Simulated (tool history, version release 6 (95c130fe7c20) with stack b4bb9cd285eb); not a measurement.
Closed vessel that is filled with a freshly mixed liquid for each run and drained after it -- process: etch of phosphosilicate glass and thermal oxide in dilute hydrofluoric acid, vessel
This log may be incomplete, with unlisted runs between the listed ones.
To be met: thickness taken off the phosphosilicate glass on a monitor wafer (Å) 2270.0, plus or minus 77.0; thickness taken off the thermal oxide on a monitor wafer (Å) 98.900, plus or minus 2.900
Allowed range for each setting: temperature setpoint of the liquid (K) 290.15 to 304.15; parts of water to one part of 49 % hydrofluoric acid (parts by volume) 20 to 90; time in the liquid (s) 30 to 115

| run | day | temperature setpoint of the liquid (K) | parts of water to one part of 49 % hydrofluoric acid (parts by volume) | time in the liquid (s) | thickness taken off the phosphosilicate glass on a monitor wafer (Å) | thickness taken off the thermal oxide on a monitor wafer (Å) |
|---|---|---|---|---|---|---|
| 1 | 0.000 | 296.15 | 50 | 60 | 1435.5 | 62.814 |
| 2 | 0.067 | 297.15 | 50 | 60 | 1527.6 | 65.119 |
| 3 | 0.350 | 297.65 | 50 | 60 | 1566.9 | 66.113 |
| 4 | 0.700 | 299.15 | 50 | 60 | 1612.3 | 70.723 |
| 5 | 0.746 | 299.65 | 50 | 60 | 1646.1 | 72.830 |
| 6 | 0.971 | 297.65 | 50 | 60 | 1537.8 | 66.925 |
| 7 | 1.192 | 297.65 | 50 | 60 | 1529.6 | 66.693 |
| 8 | 1.350 | 298.65 | 50 | 60 | 1632.6 | 69.427 |
| 9 | 1.558 | 299.15 | 50 | 60 | 1651.3 | 71.492 |
| 10 | 1.742 | 299.65 | 50 | 60 | 1638.0 | 72.740 |
| 11 | 1.850 | 300.15 | 40 | 60 | 2165.3 | 93.242 |

4 candidate next runs follow, results not yet known. Just one meets every target within its allowed miss. Identify it.
| A | 1.958 | 301.65 | 40 | 65 | ? | ? |
| B | 1.958 | 301.15 | 40 | 60 | ? | ? |
| C | 1.958 | 303.15 | 55 | 85 | ? | ? |
| D | 1.958 | 301.65 | 70 | 115 | ? | ? |

| move | thickness taken off the phosphosilicate glass on a monitor wafer (Å) | thickness taken off the thermal oxide on a monitor wafer (Å) |
|---|---|---|
| A | 2490.6 | 106.780 |
| B | 2253.3 | 96.608 |
| C | 2457.1 | 105.340 |
| D | 2409.4 | 103.300 |
A: takes the biggest miss from the last run beyond its target
B: every result lands within tolerance
C: takes the biggest miss from the last run beyond its target
D: takes the biggest miss from the last run beyond its target
Go with B: it meets all targets.
